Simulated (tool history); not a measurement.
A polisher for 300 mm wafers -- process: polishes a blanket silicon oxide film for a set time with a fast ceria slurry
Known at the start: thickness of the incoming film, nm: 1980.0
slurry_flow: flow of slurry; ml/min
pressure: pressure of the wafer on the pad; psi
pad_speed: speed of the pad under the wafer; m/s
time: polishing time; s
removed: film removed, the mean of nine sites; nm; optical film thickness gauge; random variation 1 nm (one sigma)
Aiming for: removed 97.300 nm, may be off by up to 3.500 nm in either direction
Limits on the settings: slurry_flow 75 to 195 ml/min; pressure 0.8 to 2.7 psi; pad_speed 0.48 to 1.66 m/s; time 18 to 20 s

run,hour,slurry_flow,pressure,pad_speed,time,removed
1,0.0,125,1.7,1.06,20,192.310
2,7.5,120,1.5,1.04,20,167.330
3,15.6,130,1.5,1.04,20,171.850
4,19.5,125,1.3,1.02,20,143.960
5,22.6,120,1.2,1.02,20,135.650
6,25.0,120,1.2,1.22,20,159.530
7,29.5,115,1.1,1.16,20,139.750
8,30.2,110,1.0,1.14,20,122.710
9,38.2,105,1.0,1.14,20,121.020
10,44.2,100,1.0,1.14,20,121.150
11,46.8,100,1.0,1.14,20,121.210
12,54.8,95,1.0,1.14,20,119.990
13,63.7,90,1.0,1.14,20,117.430
14,72.4,85,1.0,1.14,20,113.190
15,80.3,80,0.9,1.14,20,102.390
16,84.6,75,0.8,1.14,20,89.726
17,86.0,80,0.8,1.14,20,92.118

Consider the 5 candidate settings below. Which is the only one whose results all fall within their allowed miss of target?
A,87.4,75,0.8,1.22,18,?
B,87.4,90,0.9,0.98,19,?
C,87.4,80,1.3,0.76,20,?
D,87.4,95,0.8,1.04,19,?
E,87.4,75,0.8,1.08,19,?

move,removed
A,87.754
B,88.524
C,97.017
D,86.185
E,82.278
A: lands further from the targets than the last run did
B: lands further from the targets than the last run did
C: in spec on every target
D: lands further from the targets than the last run did
E: lands further from the targets than the last run did
The right move is C.
